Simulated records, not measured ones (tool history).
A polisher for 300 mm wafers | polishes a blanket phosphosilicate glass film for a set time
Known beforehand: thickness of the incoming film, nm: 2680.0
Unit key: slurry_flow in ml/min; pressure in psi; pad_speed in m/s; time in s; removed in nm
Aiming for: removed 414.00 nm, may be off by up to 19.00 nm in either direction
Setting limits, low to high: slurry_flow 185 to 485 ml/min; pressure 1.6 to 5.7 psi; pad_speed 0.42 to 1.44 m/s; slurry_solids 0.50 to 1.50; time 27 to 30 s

run,day,slurry_flow,pressure,pad_speed,slurry_solids,time,removed
1,0.000,310,3.6,0.92,1.00,30,330.89
2,0.350,390,3.6,0.92,1.00,30,329.86
3,0.442,390,3.0,0.92,1.00,30,281.03
4,0.642,390,3.0,0.82,1.00,30,254.27
5,0.729,390,3.2,0.82,1.00,30,269.13
6,0.758,390,3.2,0.82,1.00,30,270.64
7,1.042,390,3.4,0.82,1.00,30,282.23
8,1.254,390,3.5,0.82,1.00,30,295.02
9,1.496,390,4.5,0.84,1.00,30,371.98

Below are 5 possible settings for the next run. Only one of them brings all results inside the allowed miss of their targets. Which is it?
A,1.738,435,5.0,0.72,1.10,27,?
B,1.738,310,5.6,0.78,1.20,27,?
C,1.738,380,3.7,0.86,1.10,30,?
D,1.738,485,4.3,0.82,1.15,30,?
E,1.738,450,4.4,0.84,1.00,27,?

move,removed
A,345.32
B,414.62
C,329.13
D,378.33
E,332.09
A: the biggest miss grows against the last run
B: every result lands within tolerance
C: the biggest miss grows against the last run
D: gains on the last run, yet a result remains outside its allowed miss
E: the biggest miss grows against the last run
The move that meets every target is B.
